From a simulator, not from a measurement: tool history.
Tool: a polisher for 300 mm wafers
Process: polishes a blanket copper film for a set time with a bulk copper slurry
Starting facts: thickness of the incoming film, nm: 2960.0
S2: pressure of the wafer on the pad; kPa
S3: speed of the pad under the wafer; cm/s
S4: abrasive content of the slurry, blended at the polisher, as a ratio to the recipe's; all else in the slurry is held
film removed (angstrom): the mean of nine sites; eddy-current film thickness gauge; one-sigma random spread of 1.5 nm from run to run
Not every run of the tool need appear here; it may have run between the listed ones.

run 1 day=0 | flow_of_slurry_(ml/min)=225 S2=18.6 S3=104 S4=1 polishing_time_(s)=20 | film_removed_(angstrom)=1857.5
run 2 day=0.025 | flow_of_slurry_(ml/min)=225 S2=17.2 S3=104 S4=1 polishing_time_(s)=20 | film_removed_(angstrom)=1729.7
run 3 day=0.354 | flow_of_slurry_(ml/min)=225 S2=15.9 S3=104 S4=1 polishing_time_(s)=20 | film_removed_(angstrom)=1588.7
run 4 day=0.662 | flow_of_slurry_(ml/min)=225 S2=17.9 S3=104 S4=1 polishing_time_(s)=20 | film_removed_(angstrom)=1805.8
run 5 day=0.854 | flow_of_slurry_(ml/min)=225 S2=16.5 S3=104 S4=1 polishing_time_(s)=20 | film_removed_(angstrom)=1671.3
run 6 day=1.096 | flow_of_slurry_(ml/min)=225 S2=16.5 S3=104 S4=1 polishing_time_(s)=18 | film_removed_(angstrom)=1517.1
run 7 day=1.229 | flow_of_slurry_(ml/min)=225 S2=15.9 S3=104 S4=1 polishing_time_(s)=18 | film_removed_(angstrom)=1417.1

Run 8 is up next; what results do you expect?
run 8 day=1.383 | flow_of_slurry_(ml/min)=225 S2=15.2 S3=104 S4=1 polishing_time_(s)=18 | film_removed_(angstrom)=?

{"run 8": {"film removed (angstrom)": 1383.4}}

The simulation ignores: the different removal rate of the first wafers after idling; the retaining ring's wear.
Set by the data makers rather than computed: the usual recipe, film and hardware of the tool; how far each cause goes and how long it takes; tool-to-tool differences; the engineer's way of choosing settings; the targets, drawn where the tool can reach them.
